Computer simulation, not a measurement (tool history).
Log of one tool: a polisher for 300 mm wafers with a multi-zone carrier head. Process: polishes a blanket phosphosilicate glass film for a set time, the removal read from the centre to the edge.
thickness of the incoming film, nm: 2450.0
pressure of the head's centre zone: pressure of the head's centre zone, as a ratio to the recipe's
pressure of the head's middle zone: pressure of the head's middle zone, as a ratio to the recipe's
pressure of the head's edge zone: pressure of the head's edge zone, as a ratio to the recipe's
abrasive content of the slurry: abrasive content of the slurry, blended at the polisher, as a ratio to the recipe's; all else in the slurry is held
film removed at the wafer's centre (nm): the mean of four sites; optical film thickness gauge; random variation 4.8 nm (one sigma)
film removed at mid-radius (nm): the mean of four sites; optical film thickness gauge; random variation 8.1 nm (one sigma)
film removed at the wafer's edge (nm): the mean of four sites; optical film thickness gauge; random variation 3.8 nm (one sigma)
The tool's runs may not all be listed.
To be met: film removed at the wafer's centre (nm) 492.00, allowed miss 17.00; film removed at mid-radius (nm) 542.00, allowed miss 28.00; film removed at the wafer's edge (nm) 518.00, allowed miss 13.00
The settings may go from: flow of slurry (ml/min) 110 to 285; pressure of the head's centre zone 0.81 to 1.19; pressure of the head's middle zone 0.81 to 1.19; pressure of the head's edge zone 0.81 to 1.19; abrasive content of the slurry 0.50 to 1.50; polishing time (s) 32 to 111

| run | hour | flow of slurry (ml/min) | pressure of the head's centre zone | pressure of the head's middle zone | pressure of the head's edge zone | abrasive content of the slurry | polishing time (s) | film removed at the wafer's centre (nm) | film removed at mid-radius (nm) | film removed at the wafer's edge (nm) |
|---|---|---|---|---|---|---|---|---|---|---|
| 1 | 0.0 | 180 | 1.00 | 1.00 | 1.00 | 1.00 | 71 | 535.09 | 529.50 | 547.38 |
| 2 | 7.0 | 180 | 1.00 | 1.00 | 1.03 | 1.00 | 71 | 538.62 | 534.14 | 552.62 |
| 3 | 8.6 | 170 | 0.99 | 1.02 | 1.01 | 1.00 | 71 | 525.44 | 537.56 | 538.81 |
| 4 | 13.9 | 160 | 0.98 | 1.03 | 1.01 | 1.00 | 71 | 515.42 | 520.29 | 548.40 |
| 5 | 15.9 | 165 | 0.97 | 1.05 | 0.98 | 1.00 | 71 | 516.63 | 553.51 | 537.96 |
| 6 | 23.9 | 165 | 1.03 | 1.05 | 0.98 | 1.00 | 71 | 533.14 | 546.87 | 536.95 |
|  | 27.0 | slurry nozzle cleaned |
| 7 | 27.0 | 155 | 1.01 | 1.06 | 0.97 | 1.00 | 71 | 558.53 | 583.52 | 550.95 |
| 8 | 31.1 | 160 | 0.99 | 1.05 | 0.96 | 1.00 | 71 | 561.86 | 573.84 | 564.92 |
| 9 | 32.7 | 160 | 0.99 | 1.06 | 0.98 | 1.00 | 71 | 575.76 | 593.95 | 565.11 |

Which of these 5 next moves meets every target?
| A | 34.3 | 185 | 0.81 | 1.12 | 1.02 | 0.85 | 79 | ? | ? | ? |
| B | 34.3 | 160 | 0.81 | 1.03 | 0.99 | 0.75 | 88 | ? | ? | ? |
| C | 34.3 | 180 | 1.00 | 1.16 | 0.95 | 1.20 | 72 | ? | ? | ? |
| D | 34.3 | 135 | 0.90 | 1.04 | 0.93 | 0.90 | 71 | ? | ? | ? |
| E | 34.3 | 110 | 0.81 | 0.95 | 1.02 | 0.95 | 78 | ? | ? | ? |

| move | film removed at the wafer's centre (nm) | film removed at mid-radius (nm) | film removed at the wafer's edge (nm) |
|---|---|---|---|
| A | 522.41 | 634.26 | 599.93 |
| B | 534.97 | 617.04 | 612.98 |
| C | 635.57 | 682.57 | 613.74 |
| D | 488.85 | 529.92 | 514.61 |
| E | 489.32 | 541.42 | 584.96 |
A: further off than the last run
B: further off than the last run
C: further off than the last run
D: meets every target
E: brings the result that was furthest off to its target, and leaves another outside
Move D is the one to make.
